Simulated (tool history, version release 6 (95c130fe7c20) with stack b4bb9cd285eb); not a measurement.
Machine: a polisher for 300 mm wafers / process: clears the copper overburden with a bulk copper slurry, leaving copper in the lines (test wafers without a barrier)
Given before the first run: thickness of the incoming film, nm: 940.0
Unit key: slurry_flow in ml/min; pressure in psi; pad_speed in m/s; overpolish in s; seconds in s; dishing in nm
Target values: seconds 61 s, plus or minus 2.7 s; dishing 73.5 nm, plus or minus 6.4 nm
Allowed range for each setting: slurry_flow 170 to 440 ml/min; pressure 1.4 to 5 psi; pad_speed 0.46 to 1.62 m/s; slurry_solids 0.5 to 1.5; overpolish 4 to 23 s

| run | hour | slurry_flow | pressure | pad_speed | slurry_solids | overpolish | seconds | dishing |
|---|---|---|---|---|---|---|---|---|
| 1 | 0 | 280 | 3.2 | 1.04 | 1 | 12 | 102.05 | 67.06 |
| 2 | 8.3 | 315 | 3.2 | 1.04 | 1 | 12 | 100.99 | 65.003 |
| 3 | 11.3 | 345 | 3.2 | 1.04 | 1 | 12 | 100.23 | 69.518 |
| 4 | 15.3 | 345 | 3.2 | 1.04 | 1 | 16 | 97.581 | 84.387 |
| 5 | 24 | 345 | 3.7 | 1.06 | 1 | 13 | 83.863 | 84.237 |
| 6 | 32 | 345 | 4 | 1.08 | 1 | 11 | 78.034 | 82.657 |
| 7 | 36.1 | 340 | 4.3 | 1.1 | 1 | 9 | 70.6 | 71.749 |
| 8 | 42.1 | 340 | 4.3 | 1.1 | 1 | 9 | 69.373 | 68.931 |
| 9 | 44.4 | 340 | 4.4 | 1.1 | 1 | 9 | 70.224 | 72.706 |

Exactly one of the 5 candidate moves below puts every result within its allowed miss. Which one?
| A | 46.7 | 240 | 4.1 | 1.44 | 0.85 | 8 | ? | ? |
| B | 46.7 | 335 | 4.3 | 1 | 1.25 | 11 | ? | ? |
| C | 46.7 | 330 | 5 | 1.24 | 1.1 | 7 | ? | ? |
| D | 46.7 | 335 | 4.4 | 1.38 | 1.05 | 5 | ? | ? |
| E | 46.7 | 430 | 4.2 | 1.42 | 1.2 | 7 | ? | ? |

| move | seconds | dishing |
|---|---|---|
| A | 61.655 | 74.962 |
| B | 75.828 | 81.376 |
| C | 54.449 | 75.667 |
| D | 56.01 | 56.791 |
| E | 54.619 | 74.459 |
A: all results land within tolerance of their targets
B: further off than the last run
C: moves the result that the last run missed by most past its target, out the other side
D: moves the result that the last run missed by most past its target, out the other side
E: moves the result that the last run missed by most past its target, out the other side
So the answer is move A, the one that meets all the targets.
